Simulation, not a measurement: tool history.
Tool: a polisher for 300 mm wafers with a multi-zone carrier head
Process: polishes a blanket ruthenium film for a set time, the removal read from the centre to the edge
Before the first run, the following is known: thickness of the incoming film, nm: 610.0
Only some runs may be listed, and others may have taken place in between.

| run | hour | flow of slurry (ml/min) | pressure of the head's centre zone | pressure of the head's middle zone | pressure of the head's edge zone | polishing time (s) | film removed at the wafer's centre (angstrom) | film removed at mid-radius (angstrom) | film removed at the wafer's edge (angstrom) |
|---|---|---|---|---|---|---|---|---|---|
| 1 | 0.0 | 165 | 1.00 | 1.00 | 1.00 | 43 | 337.72 | 343.35 | 337.42 |
| 2 | 3.4 | 165 | 1.00 | 1.00 | 1.00 | 51 | 398.07 | 395.26 | 394.76 |
| 3 | 5.2 | 135 | 1.00 | 1.00 | 1.00 | 51 | 387.00 | 385.30 | 383.82 |
| 4 | 13.2 | 135 | 1.00 | 1.07 | 1.00 | 51 | 375.83 | 402.46 | 385.08 |
| 5 | 21.5 | 135 | 1.00 | 1.07 | 1.00 | 44 | 330.09 | 352.47 | 329.07 |
| 6 | 28.2 | 135 | 1.00 | 1.07 | 1.00 | 34 | 250.72 | 262.11 | 262.99 |

Run 7, settings as shown, results not yet in. Your forecast:
| 7 | 34.3 | 135 | 1.01 | 1.09 | 0.96 | 31 | ? | ? | ? |

{"run 7": {"film removed at the wafer's centre (angstrom)": 233.25, "film removed at mid-radius (angstrom)": 251.71, "film removed at the wafer's edge (angstrom)": 230.75}}
